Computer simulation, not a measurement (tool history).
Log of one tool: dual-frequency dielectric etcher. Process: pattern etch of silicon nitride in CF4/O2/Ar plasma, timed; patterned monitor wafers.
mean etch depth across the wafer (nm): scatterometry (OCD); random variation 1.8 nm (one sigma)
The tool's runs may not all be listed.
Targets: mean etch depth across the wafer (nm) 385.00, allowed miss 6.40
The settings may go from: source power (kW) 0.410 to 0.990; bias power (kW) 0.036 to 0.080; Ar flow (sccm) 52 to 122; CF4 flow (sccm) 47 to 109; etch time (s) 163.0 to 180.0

run	hour	source power (kW)	bias power (kW)	Ar flow (sccm)	CF4 flow (sccm)	etch time (s)	mean etch depth across the wafer (nm)
1	0.0	0.700	0.058	87	78	180.0	457.18
2	5.3	0.700	0.058	87	78	163.0	410.43
3	12.5	0.700	0.058	87	78	180.0	458.40
4	20.0	0.700	0.058	76	78	180.0	466.10
5	20.8	0.660	0.058	76	78	180.0	440.95
6	29.6	0.760	0.058	76	78	180.0	498.50
7	32.4	0.700	0.058	76	78	180.0	464.43
8	35.4	0.660	0.058	76	78	180.0	443.33
9	37.1	0.630	0.058	76	78	180.0	424.96
10	44.6	0.610	0.058	76	78	180.0	410.09

Which of these 5 next moves meets every target?
A	52.1	0.590	0.063	76	77	168.5	?
B	52.1	0.580	0.067	59	93	180.0	?
C	52.1	0.620	0.059	73	79	179.5	?
D	52.1	0.650	0.061	74	83	177.0	?
E	52.1	0.610	0.059	75	82	171.5	?

move	mean etch depth across the wafer (nm)
A	386.23
B	439.12
C	422.00
D	441.80
E	397.44
A: meets every target
B: further off than the last run
C: further off than the last run
D: further off than the last run
E: nearer than the last run, and not there yet
Move A is the one to make.
